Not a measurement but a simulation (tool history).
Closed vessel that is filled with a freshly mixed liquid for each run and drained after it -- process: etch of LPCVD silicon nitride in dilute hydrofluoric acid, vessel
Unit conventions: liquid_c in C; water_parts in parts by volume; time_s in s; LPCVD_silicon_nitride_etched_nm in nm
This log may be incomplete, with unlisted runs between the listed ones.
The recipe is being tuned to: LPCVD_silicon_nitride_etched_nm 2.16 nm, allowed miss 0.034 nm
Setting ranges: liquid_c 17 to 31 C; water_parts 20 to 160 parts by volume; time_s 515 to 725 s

run,hour,liquid_c,water_parts,time_s,LPCVD_silicon_nitride_etched_nm
1,0,23,90,725,4.5317
2,6.4,23,110,725,3.7535
3,15,19.5,110,725,2.9573
4,23.3,19,110,725,2.858
5,26.5,19,80,725,3.8799
6,35.4,19,85,725,3.6723
7,38.4,19,90,725,3.4718
8,42.8,19,95,725,3.2951
# hour 52.4: hydrofluoric acid flow meter replaced
9,52.4,17,125,720,2.0071

Which one of the following 4 next-run settings gets every result inside its allowed miss? There is exactly one.
A,62,17,120,715,?
B,62,17,115,715,?
C,62,17,110,655,?
D,62,17,115,690,?

move,LPCVD_silicon_nitride_etched_nm
A,2.0649
B,2.1517
C,2.0577
D,2.0764
A: closer than the last run, but not yet in spec
B: all results land within tolerance of their targets
C: closer than the last run, but not yet in spec
D: closer than the last run, but not yet in spec
Answer: B
